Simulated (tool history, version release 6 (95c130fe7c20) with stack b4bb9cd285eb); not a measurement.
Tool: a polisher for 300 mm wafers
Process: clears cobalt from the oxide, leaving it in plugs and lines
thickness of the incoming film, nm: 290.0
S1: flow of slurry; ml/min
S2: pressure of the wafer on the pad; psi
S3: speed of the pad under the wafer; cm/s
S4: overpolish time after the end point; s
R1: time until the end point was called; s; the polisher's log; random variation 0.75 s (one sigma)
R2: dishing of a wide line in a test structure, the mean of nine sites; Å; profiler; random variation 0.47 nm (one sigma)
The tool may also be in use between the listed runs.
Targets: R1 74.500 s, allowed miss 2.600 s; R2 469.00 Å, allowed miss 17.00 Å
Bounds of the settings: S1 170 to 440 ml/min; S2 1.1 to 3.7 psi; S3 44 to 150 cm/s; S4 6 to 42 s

{"run": 1, "hour": 0.0, "S1": 280, "S2": 2.4, "S3": 96, "S4": 21, "R1": 54.676, "R2": 492.25}
{"run": 2, "hour": 5.0, "S1": 280, "S2": 2.4, "S3": 114, "S4": 21, "R1": 45.682, "R2": 507.45}
{"run": 3, "hour": 6.8, "S1": 280, "S2": 2.1, "S3": 114, "S4": 22, "R1": 52.294, "R2": 506.93}
{"run": 4, "hour": 11.2, "S1": 280, "S2": 2.1, "S3": 114, "S4": 27, "R1": 52.404, "R2": 520.96}
{"run": 5, "hour": 14.6, "S1": 280, "S2": 1.9, "S3": 114, "S4": 26, "R1": 56.366, "R2": 511.38}
{"run": 6, "hour": 17.8, "S1": 280, "S2": 1.9, "S3": 114, "S4": 32, "R1": 58.059, "R2": 524.8}
{"run": 7, "hour": 20.6, "S1": 280, "S2": 1.7, "S3": 114, "S4": 30, "R1": 63.756, "R2": 513.21}
{"run": 8, "hour": 24.1, "S1": 280, "S2": 1.6, "S3": 114, "S4": 28, "R1": 68.216, "R2": 498.59}
{"run": 9, "hour": 31.9, "S1": 280, "S2": 1.6, "S3": 114, "S4": 26, "R1": 68.644, "R2": 490.31}

Which of these 4 next moves meets every target?
{"run": "A", "hour": 39.7, "S1": 305, "S2": 1.3, "S3": 126, "S4": 23, "R1": "?", "R2": "?"}
{"run": "B", "hour": 39.7, "S1": 320, "S2": 1.8, "S3": 92, "S4": 38, "R1": "?", "R2": "?"}
{"run": "C", "hour": 39.7, "S1": 320, "S2": 1.2, "S3": 126, "S4": 26, "R1": "?", "R2": "?"}
{"run": "D", "hour": 39.7, "S1": 290, "S2": 1.4, "S3": 108, "S4": 25, "R1": "?", "R2": "?"}

move=A R1=74.557 R2=455.41
move=B R1=74.038 R2=517.58
move=C R1=80.191 R2=463.71
move=D R1=81.006 R2=455.94
A: meets every target
B: brings the result that was furthest off to its target, and leaves another outside
C: takes the result that was furthest off past its target
D: takes the result that was furthest off past its target
Answer: A
